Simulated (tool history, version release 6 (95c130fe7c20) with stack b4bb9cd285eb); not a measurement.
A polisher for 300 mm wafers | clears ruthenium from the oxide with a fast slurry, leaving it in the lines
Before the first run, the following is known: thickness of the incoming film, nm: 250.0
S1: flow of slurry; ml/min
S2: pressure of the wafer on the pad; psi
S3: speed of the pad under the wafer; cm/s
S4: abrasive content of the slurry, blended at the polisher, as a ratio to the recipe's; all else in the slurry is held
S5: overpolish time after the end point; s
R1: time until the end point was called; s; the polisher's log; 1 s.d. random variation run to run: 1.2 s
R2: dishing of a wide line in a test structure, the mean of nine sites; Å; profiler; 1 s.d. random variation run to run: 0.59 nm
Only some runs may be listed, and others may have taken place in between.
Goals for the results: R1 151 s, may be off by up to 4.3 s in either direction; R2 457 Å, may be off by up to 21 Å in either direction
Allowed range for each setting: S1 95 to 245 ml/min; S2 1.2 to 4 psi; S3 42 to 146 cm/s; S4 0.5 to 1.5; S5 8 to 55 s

run 1 hour=0 | S1=155 S2=2.6 S3=94 S4=1 S5=28 | R1=70.269 R2=655.12
run 2 hour=6.3 | S1=155 S2=3 S3=94 S4=1 S5=28 | R1=61.629 R2=725.11
run 3 hour=10.6 | S1=150 S2=2.8 S3=90 S4=1 S5=29 | R1=68.383 R2=679.5
run 4 hour=15.1 | S1=170 S2=2.8 S3=90 S4=1 S5=29 | R1=66.918 R2=698.49
run 5 hour=16.3 | S1=170 S2=2.8 S3=90 S4=1 S5=21 | R1=67.734 R2=532.49
run 6 hour=21.5 | S1=165 S2=2.6 S3=88 S4=1 S5=23 | R1=73.752 R2=534.65
run 7 hour=27.1 | S1=160 S2=2.4 S3=86 S4=1 S5=25 | R1=81.307 R2=550
run 8 hour=33.6 | S1=130 S2=1.7 S3=70 S4=1 S5=31 | R1=138.19 R2=416.37
run 9 hour=37.1 | S1=125 S2=1.7 S3=70 S4=1 S5=32 | R1=136.44 R2=431.6
run 10 hour=39.6 | S1=125 S2=1.7 S3=70 S4=1 S5=33 | R1=137.56 R2=436.96
run 11 hour=48.1 | S1=125 S2=1.7 S3=70 S4=1 S5=34 | R1=138.84 R2=449.51

5 next moves are on the table. One of them brings every result within its allowed miss. Which?
run A hour=56.6 | S1=145 S2=2 S3=72 S4=0.65 S5=35 | R1=? R2=?
run B hour=56.6 | S1=105 S2=1.5 S3=82 S4=0.85 S5=34 | R1=? R2=?
run C hour=56.6 | S1=150 S2=1.9 S3=62 S4=0.85 S5=38 | R1=? R2=?
run D hour=56.6 | S1=110 S2=1.4 S3=72 S4=1.15 S5=34 | R1=? R2=?
run E hour=56.6 | S1=120 S2=1.7 S3=82 S4=0.85 S5=32 | R1=? R2=?

move=A R1=156.69 R2=411.36
move=B R1=150.38 R2=415.59
move=C R1=149.58 R2=458.13
move=D R1=148.24 R2=420.65
move=E R1=132.52 R2=439.22
A: takes the biggest miss from the last run beyond its target
B: the furthest-off result lands on target, but another misses its tolerance
C: in spec on every target
D: the furthest-off result lands on target, but another misses its tolerance
E: the biggest miss grows against the last run
Go with C: it meets all targets.

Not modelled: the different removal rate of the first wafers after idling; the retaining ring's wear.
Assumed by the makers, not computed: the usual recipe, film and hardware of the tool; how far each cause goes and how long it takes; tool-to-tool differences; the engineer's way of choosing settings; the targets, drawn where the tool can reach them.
